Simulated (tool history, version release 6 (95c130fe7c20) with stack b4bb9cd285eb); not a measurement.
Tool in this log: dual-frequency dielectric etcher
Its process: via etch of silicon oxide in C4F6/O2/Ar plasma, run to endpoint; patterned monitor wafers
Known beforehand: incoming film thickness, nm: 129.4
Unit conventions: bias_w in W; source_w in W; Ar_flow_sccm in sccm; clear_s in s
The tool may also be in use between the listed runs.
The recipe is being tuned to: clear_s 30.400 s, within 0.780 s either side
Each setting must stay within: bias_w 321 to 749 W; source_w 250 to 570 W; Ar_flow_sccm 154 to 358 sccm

| run | hour | bias_w | source_w | Ar_flow_sccm | clear_s |
|---|---|---|---|---|---|
| 1 | 0.0 | 535 | 410 | 256 | 24.950 |
| 2 | 7.2 | 535 | 410 | 283 | 25.106 |
| 3 | 8.7 | 501 | 400 | 285 | 26.095 |
| 4 | 10.3 | 473 | 390 | 286 | 27.064 |
| 5 | 14.1 | 451 | 390 | 287 | 27.236 |
| 6 | 21.8 | 509 | 390 | 287 | 26.060 |
| 7 | 26.5 | 479 | 380 | 288 | 27.136 |
| 8 | 30.7 | 457 | 380 | 289 | 27.572 |
| 9 | 37.2 | 438 | 380 | 289 | 28.350 |

Which one of the following 4 next-run settings gets every result inside its allowed miss? There is exactly one.
| A | 43.7 | 391 | 350 | 302 | ? |
| B | 43.7 | 410 | 390 | 338 | ? |
| C | 43.7 | 454 | 430 | 171 | ? |
| D | 43.7 | 426 | 280 | 330 | ? |

| move | clear_s |
|---|---|
| A | 30.630 |
| B | 29.171 |
| C | 25.141 |
| D | 32.450 |
A: meets every target
B: moves toward the targets from the last run without getting all of them in spec
C: its largest miss is bigger than the last run's
D: carries the result that was furthest off beyond its target, to the other side
Move A is the one to make.
